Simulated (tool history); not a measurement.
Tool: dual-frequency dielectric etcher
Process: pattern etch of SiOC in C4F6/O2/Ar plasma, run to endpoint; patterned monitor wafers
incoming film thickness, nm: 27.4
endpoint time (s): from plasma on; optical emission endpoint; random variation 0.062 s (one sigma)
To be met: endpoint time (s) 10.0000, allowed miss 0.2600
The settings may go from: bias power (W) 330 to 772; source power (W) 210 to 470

run	hour	bias power (W)	source power (W)	endpoint time (s)
1	0.0	551	340	8.8937
2	4.4	551	400	8.3382
3	6.6	551	420	8.2229
4	14.4	495	420	8.6802
5	22.9	458	410	9.2115
6	29.4	458	450	8.8535
7	30.6	348	400	10.9680
8	31.9	366	400	10.8200

Which of these 4 next moves meets every target?
A	33.2	397	320	?
B	33.2	444	400	?
C	33.2	330	340	?
D	33.2	409	400	?

move	endpoint time (s)
A	11.1490
B	9.4655
C	12.3330
D	9.9590
A: further off than the last run
B: takes the result that was furthest off past its target
C: further off than the last run
D: meets every target
The right move is D.
